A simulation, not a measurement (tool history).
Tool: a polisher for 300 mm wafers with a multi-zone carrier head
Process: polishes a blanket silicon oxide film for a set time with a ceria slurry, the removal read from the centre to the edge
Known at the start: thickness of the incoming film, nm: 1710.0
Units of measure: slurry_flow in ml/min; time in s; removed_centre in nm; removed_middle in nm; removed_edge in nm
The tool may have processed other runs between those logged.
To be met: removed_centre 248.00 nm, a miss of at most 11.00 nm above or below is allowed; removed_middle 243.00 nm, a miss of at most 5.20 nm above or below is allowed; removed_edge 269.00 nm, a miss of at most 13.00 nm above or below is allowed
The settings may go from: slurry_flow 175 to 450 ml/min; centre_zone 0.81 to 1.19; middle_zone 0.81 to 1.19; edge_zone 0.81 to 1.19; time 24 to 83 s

| run | day | slurry_flow | centre_zone | middle_zone | edge_zone | time | removed_centre | removed_middle | removed_edge |
|---|---|---|---|---|---|---|---|---|---|
| 1 | 0.000 | 290 | 1.00 | 1.00 | 1.00 | 53 | 300.58 | 310.34 | 323.11 |
| 2 | 0.367 | 280 | 0.98 | 0.95 | 0.95 | 51 | 281.41 | 282.34 | 291.82 |
| 3 | 0.662 | 270 | 0.95 | 0.91 | 0.94 | 51 | 277.64 | 271.54 | 303.39 |
| 4 | 0.804 | 265 | 0.93 | 0.90 | 0.91 | 50 | 258.25 | 264.01 | 279.44 |
| 5 | 0.950 | 210 | 0.93 | 0.90 | 0.91 | 50 | 257.64 | 258.30 | 280.93 |
| 6 | 1.050 | 210 | 0.93 | 0.90 | 0.86 | 50 | 252.89 | 255.00 | 267.01 |
| 7 | 1.288 | 205 | 0.92 | 0.89 | 0.86 | 50 | 251.63 | 255.80 | 276.16 |
| 8 | 1.417 | 205 | 0.92 | 0.88 | 0.85 | 50 | 253.55 | 249.97 | 261.44 |

Which single option among these 5 for the next run brings every result within its allowed miss of target? Just one does.
| A | 1.546 | 300 | 0.98 | 0.93 | 0.81 | 46 | ? | ? | ? |
| B | 1.546 | 240 | 0.94 | 0.88 | 0.92 | 47 | ? | ? | ? |
| C | 1.546 | 235 | 0.91 | 0.91 | 0.81 | 48 | ? | ? | ? |
| D | 1.546 | 250 | 0.98 | 0.91 | 0.82 | 48 | ? | ? | ? |
| E | 1.546 | 210 | 0.91 | 0.96 | 0.81 | 48 | ? | ? | ? |

| move | removed_centre | removed_middle | removed_edge |
|---|---|---|---|
| A | 256.67 | 253.58 | 249.34 |
| B | 244.77 | 241.62 | 264.12 |
| C | 241.30 | 253.15 | 255.05 |
| D | 262.14 | 254.91 | 257.75 |
| E | 237.53 | 260.91 | 252.13 |
A: further off than the last run
B: every result within its allowed miss
C: further off than the last run
D: further off than the last run
E: further off than the last run
B meets every target.
